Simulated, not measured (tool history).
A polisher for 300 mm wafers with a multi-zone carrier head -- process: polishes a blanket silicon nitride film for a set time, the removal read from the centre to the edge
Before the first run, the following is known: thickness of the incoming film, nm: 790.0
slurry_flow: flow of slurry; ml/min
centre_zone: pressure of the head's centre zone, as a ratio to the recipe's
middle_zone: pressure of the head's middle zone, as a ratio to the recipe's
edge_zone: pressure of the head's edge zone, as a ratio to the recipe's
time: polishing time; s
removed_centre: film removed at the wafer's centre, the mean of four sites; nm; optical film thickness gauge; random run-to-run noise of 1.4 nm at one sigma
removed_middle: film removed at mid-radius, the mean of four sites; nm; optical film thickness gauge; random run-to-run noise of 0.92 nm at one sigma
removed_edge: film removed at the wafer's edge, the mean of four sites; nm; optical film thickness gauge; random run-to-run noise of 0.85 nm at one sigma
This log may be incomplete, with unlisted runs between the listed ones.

run  hour  slurry_flow  centre_zone  middle_zone  edge_zone  time  removed_centre  removed_middle  removed_edge
  1   0.0          275         1.00         1.00       1.00    34          81.545          84.281        81.359
  2   6.3          280         1.02         1.00       1.02    35          85.363          86.397        84.975
  3   9.3          285         1.04         1.00       1.03    35          86.489          86.636        84.766
  4  13.8          285         1.04         1.00       1.03    31          76.819          77.198        74.849
  5  22.4          285         1.04         1.00       1.08    31          77.682          77.212        77.202
  6  24.3          285         1.04         1.00       1.00    31          78.179          77.323        73.917

What will run 7 give?
  7  27.9          285         1.06         1.00       1.01    32               ?               ?             ?

{"run 7": {"removed_centre": 81.234, "removed_middle": 77.956, "removed_edge": 76.956}}
